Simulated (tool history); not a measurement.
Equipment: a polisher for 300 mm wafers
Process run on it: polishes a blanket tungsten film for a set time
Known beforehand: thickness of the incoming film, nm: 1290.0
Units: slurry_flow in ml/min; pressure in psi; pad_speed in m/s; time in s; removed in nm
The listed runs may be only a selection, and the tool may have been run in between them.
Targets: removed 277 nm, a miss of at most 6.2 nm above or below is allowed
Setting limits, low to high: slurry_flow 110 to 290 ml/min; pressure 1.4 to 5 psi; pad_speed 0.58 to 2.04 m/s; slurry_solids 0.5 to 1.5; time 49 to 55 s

run,hour,slurry_flow,pressure,pad_speed,slurry_solids,time,removed
1,0,185,3.2,1.3,1,55,340.15
2,7,175,3.1,1.3,1,55,332.01
3,15.8,175,2.7,1.3,1,55,295.33
4,24.2,175,2.7,1.3,1.2,55,307.32
5,31.4,170,2.6,1.3,1.2,55,301.52
6,40.2,170,2.6,1.3,1.3,55,306.37
7,47.1,170,2.5,1.3,1.3,55,293.31
8,52.3,165,2.4,1.3,1.3,55,284.55
9,56,160,2.4,1.3,1.3,55,287.82

Which of these 4 next moves meets every target?
A,59.7,145,2.9,1.22,1.3,55,?
B,59.7,145,2.7,1.32,1.25,49,?
C,59.7,145,3.1,1.24,1.2,51,?
D,59.7,120,2.1,1.4,1.35,53,?

move,removed
A,305.82
B,275.72
C,298.36
D,261.44
A: further off than the last run
B: each result inside its tolerance
C: further off than the last run
D: the result that was furthest off in the last run now lies on the other side of its target
Go with B: it meets all targets.

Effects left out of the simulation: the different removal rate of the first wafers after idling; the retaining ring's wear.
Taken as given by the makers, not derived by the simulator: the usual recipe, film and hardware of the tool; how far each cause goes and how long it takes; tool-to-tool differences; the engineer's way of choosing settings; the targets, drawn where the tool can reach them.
